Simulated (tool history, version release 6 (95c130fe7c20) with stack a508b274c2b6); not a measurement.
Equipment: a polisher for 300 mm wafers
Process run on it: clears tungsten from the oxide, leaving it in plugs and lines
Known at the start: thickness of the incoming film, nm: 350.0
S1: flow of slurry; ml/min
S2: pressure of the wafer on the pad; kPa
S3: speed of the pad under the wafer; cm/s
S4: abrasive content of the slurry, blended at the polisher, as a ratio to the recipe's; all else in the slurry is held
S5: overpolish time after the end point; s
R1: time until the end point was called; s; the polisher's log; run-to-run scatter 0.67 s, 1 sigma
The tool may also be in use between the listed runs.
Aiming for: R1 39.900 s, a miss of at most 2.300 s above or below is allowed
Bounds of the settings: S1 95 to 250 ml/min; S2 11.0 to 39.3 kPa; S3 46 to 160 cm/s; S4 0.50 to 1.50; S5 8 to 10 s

run,day,S1,S2,S3,S4,S5,R1
1,0.000,160,24.8,102,1.00,10,70.560
2,0.121,160,22.8,102,1.00,10,74.233
3,0.283,160,24.8,102,1.00,10,68.524
4,0.612,160,26.9,104,1.00,10,63.763
5,0.958,160,30.3,104,1.00,10,55.223
6,1.012,160,35.2,104,1.00,10,48.888
7,1.108,160,35.2,104,1.00,10,47.880
8,1.392,160,35.9,104,1.00,10,48.115

Pick the move, out of 5, that brings all results within their allowed miss; only one does.
A,1.675,125,38.6,94,0.90,8,?
B,1.675,155,32.4,100,0.85,8,?
C,1.675,145,39.3,110,1.10,9,?
D,1.675,135,37.2,90,0.85,8,?
E,1.675,190,24.8,102,1.00,10,?

move,R1
A,51.261
B,56.314
C,40.258
D,55.529
E,67.016
A: moves away from the targets compared with the last run
B: moves away from the targets compared with the last run
C: hits every target within its allowed miss
D: moves away from the targets compared with the last run
E: moves away from the targets compared with the last run
The right move is C.
